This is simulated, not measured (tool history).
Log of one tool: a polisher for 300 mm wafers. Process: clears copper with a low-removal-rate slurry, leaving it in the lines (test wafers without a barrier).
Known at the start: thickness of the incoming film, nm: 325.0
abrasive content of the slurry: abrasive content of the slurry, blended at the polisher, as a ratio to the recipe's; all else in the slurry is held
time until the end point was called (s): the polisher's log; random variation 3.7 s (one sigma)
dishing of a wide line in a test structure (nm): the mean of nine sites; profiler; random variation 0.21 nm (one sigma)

run  hour  flow of slurry (ml/min)  pressure of the wafer on the pad (psi)  speed of the pad under the wafer (m/s)  abrasive content of the slurry  overpolish time after the end point (s)  time until the end point was called (s)  dishing of a wide line in a test structure (nm)
  1     0                      160                                     2.9                                    1.26                               1                                       29                                   104.73                                           47.564
  2   8.4                      160                                     2.5                                    1.16                               1                                       24                                   128.55                                           34.658
  3   9.7                      165                                     2.2                                    1.06                            1.05                                       20                                   156.95                                           25.495
  4  18.4                      190                                       2                                       1                            1.15                                       17                                    171.8                                           19.985
  5  21.4                      205                                     1.8                                    0.98                            1.25                                       15                                   186.02                                           16.766
  6  29.4                      205                                     1.8                                    0.98                             1.1                                       15                                   185.29                                           16.216
  7    32                      215                                     1.7                                    0.98                               1                                       13                                   207.89                                           13.173

Run 8 comes next. What will it give?
  8  35.4                      225                                     1.7                                    1.04                            0.85                                       12                                        ?                                                ?

time until the end point was called (s): 203.37
dishing of a wide line in a test structure (nm): 12.311
